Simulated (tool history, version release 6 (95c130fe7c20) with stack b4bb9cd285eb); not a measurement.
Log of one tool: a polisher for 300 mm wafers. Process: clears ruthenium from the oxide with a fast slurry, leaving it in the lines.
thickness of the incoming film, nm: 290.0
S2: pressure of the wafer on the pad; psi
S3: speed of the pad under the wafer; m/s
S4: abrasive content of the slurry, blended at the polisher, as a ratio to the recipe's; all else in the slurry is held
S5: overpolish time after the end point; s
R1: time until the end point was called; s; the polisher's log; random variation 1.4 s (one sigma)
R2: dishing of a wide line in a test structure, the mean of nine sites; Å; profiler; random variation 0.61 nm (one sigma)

{"run": 1, "hour": 0.0, "flow of slurry (ml/min)": 225, "S2": 2.5, "S3": 1.24, "S4": 1.0, "S5": 26, "R1": 77.491, "R2": 777.02}
{"run": 2, "hour": 5.7, "flow of slurry (ml/min)": 225, "S2": 2.4, "S3": 1.24, "S4": 1.0, "S5": 21, "R1": 81.203, "R2": 619.77}
{"run": 3, "hour": 6.3, "flow of slurry (ml/min)": 225, "S2": 2.1, "S3": 1.24, "S4": 1.0, "S5": 21, "R1": 92.731, "R2": 555.42}
{"run": 4, "hour": 8.6, "flow of slurry (ml/min)": 225, "S2": 2.1, "S3": 1.24, "S4": 1.0, "S5": 16, "R1": 91.405, "R2": 448.4}
{"run": 5, "hour": 12.9, "flow of slurry (ml/min)": 225, "S2": 2.1, "S3": 1.24, "S4": 1.1, "S5": 16, "R1": 88.161, "R2": 471.9}
{"run": 6, "hour": 21.1, "flow of slurry (ml/min)": 230, "S2": 1.8, "S3": 1.44, "S4": 1.05, "S5": 14, "R1": 85.898, "R2": 412.74}
{"run": 7, "hour": 24.7, "flow of slurry (ml/min)": 295, "S2": 1.3, "S3": 1.8, "S4": 0.8, "S5": 8, "R1": 101.43, "R2": 216.75}

Forecast run 8:
{"run": 8, "hour": 33.4, "flow of slurry (ml/min)": 295, "S2": 1.5, "S3": 1.84, "S4": 0.8, "S5": 8, "R1": "?", "R2": "?"}

Run 8 gave R1 87.471 s, R2 253.97 Å.

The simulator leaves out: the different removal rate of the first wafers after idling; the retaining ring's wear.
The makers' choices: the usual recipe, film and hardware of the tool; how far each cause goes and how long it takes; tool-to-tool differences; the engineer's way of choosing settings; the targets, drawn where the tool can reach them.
